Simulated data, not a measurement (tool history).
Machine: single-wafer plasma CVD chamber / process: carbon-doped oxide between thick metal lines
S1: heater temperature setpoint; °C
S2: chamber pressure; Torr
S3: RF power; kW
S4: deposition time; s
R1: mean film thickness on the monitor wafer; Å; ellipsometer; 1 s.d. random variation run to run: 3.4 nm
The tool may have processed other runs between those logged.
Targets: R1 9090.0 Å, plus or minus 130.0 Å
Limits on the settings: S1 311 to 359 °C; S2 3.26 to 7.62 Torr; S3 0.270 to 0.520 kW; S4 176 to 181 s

{"run": 1, "day": 0.0, "S1": 335, "S2": 5.44, "S3": 0.395, "S4": 176, "R1": 8434.7}
{"run": 2, "day": 0.375, "S1": 335, "S2": 5.44, "S3": 0.395, "S4": 181, "R1": 8687.7}
{"run": 3, "day": 0.675, "S1": 335, "S2": 5.44, "S3": 0.395, "S4": 181, "R1": 8715.9}
{"run": 4, "day": 1.021, "S1": 334, "S2": 5.49, "S3": 0.395, "S4": 181, "R1": 8701.6}
{"run": 5, "day": 1.071, "S1": 333, "S2": 5.57, "S3": 0.395, "S4": 181, "R1": 8780.2}
{"run": 6, "day": 1.333, "S1": 337, "S2": 5.57, "S3": 0.395, "S4": 181, "R1": 8690.4}
{"run": 7, "day": 1.362, "S1": 336, "S2": 5.63, "S3": 0.395, "S4": 181, "R1": 8689.9}
{"run": 8, "day": 1.396, "S1": 335, "S2": 5.67, "S3": 0.395, "S4": 181, "R1": 8780.3}
{"run": 9, "day": 1.438, "S1": 334, "S2": 5.7, "S3": 0.395, "S4": 181, "R1": 8784.3}
{"run": 10, "day": 1.654, "S1": 333, "S2": 5.74, "S3": 0.395, "S4": 181, "R1": 8832.9}

Which one of the following 5 next-run settings gets every result inside its allowed miss? There is exactly one.
{"run": "A", "day": 1.871, "S1": 330, "S2": 5.73, "S3": 0.405, "S4": 176, "R1": "?"}
{"run": "B", "day": 1.871, "S1": 326, "S2": 5.76, "S3": 0.44, "S4": 178, "R1": "?"}
{"run": "C", "day": 1.871, "S1": 335, "S2": 7.26, "S3": 0.44, "S4": 176, "R1": "?"}
{"run": "D", "day": 1.871, "S1": 334, "S2": 6.82, "S3": 0.43, "S4": 178, "R1": "?"}
{"run": "E", "day": 1.871, "S1": 336, "S2": 6.43, "S3": 0.425, "S4": 177, "R1": "?"}

move=A R1=8814.8
move=B R1=9517.6
move=C R1=9403.2
move=D R1=9346.6
move=E R1=9131.9
A: the biggest miss grows against the last run
B: the result that was furthest off in the last run now lies on the other side of its target
C: the result that was furthest off in the last run now lies on the other side of its target
D: the result that was furthest off in the last run now lies on the other side of its target
E: all results land within tolerance of their targets
The right move is E.

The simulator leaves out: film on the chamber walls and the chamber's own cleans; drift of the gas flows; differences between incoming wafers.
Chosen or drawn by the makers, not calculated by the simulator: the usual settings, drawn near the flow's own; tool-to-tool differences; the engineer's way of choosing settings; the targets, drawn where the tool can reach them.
